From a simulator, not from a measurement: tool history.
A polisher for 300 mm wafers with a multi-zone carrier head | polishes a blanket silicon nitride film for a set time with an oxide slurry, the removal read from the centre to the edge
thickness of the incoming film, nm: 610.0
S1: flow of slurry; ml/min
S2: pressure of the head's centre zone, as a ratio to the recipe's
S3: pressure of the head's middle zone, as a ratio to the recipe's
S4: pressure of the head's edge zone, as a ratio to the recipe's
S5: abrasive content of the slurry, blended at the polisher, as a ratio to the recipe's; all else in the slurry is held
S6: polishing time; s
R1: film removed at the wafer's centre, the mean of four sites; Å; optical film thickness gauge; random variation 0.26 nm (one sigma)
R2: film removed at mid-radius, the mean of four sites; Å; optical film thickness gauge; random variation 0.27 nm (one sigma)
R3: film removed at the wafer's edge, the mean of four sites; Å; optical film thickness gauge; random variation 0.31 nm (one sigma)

Run 1, hour 0: S1 270 ml/min, S2 1, S3 1, S4 1, S5 1, S6 35 s. Result: R1 170.24 Å, R2 172.15 Å, R3 166.65 Å.
Run 2, hour 0.9: S1 270 ml/min, S2 1, S3 1.02, S4 1.01, S5 1.05, S6 35 s. Result: R1 171.71 Å, R2 177.07 Å, R3 178.2 Å.
Run 3, hour 3: S1 275 ml/min, S2 1, S3 1.04, S4 0.99, S5 1.1, S6 35 s. Result: R1 173.72 Å, R2 180.7 Å, R3 173.52 Å.
Run 4, hour 7.6: S1 275 ml/min, S2 1, S3 1.04, S4 0.99, S5 1.1, S6 29 s. Result: R1 145.39 Å, R2 153 Å, R3 144.7 Å.
Run 5, hour 8.1: S1 280 ml/min, S2 1, S3 1.06, S4 0.99, S5 1.15, S6 30 s. Result: R1 154.09 Å, R2 165.86 Å, R3 151.25 Å.
Run 6, hour 10.3: S1 280 ml/min, S2 1.08, S3 1.06, S4 0.99, S5 1.15, S6 30 s. Result: R1 170.49 Å, R2 163.93 Å, R3 151.82 Å.
Run 7, hour 15: S1 280 ml/min, S2 1.07, S3 1.08, S4 1, S5 1.2, S6 31 s. Result: R1 169 Å, R2 171.93 Å, R3 159.17 Å.
Run 8, hour 21.3: S1 285 ml/min, S2 1.07, S3 1.09, S4 1, S5 1.25, S6 32 s. Result: R1 175.04 Å, R2 184.07 Å, R3 167.41 Å.

Forecast run 9:
Run 9, hour 24.3: S1 285 ml/min, S2 1.07, S3 1.09, S4 1, S5 1.25, S6 32 s. Result: R1 ?, R2 ?, R3 ?.

R1: 178.71 Å
R2: 179.81 Å
R3: 171.24 Å
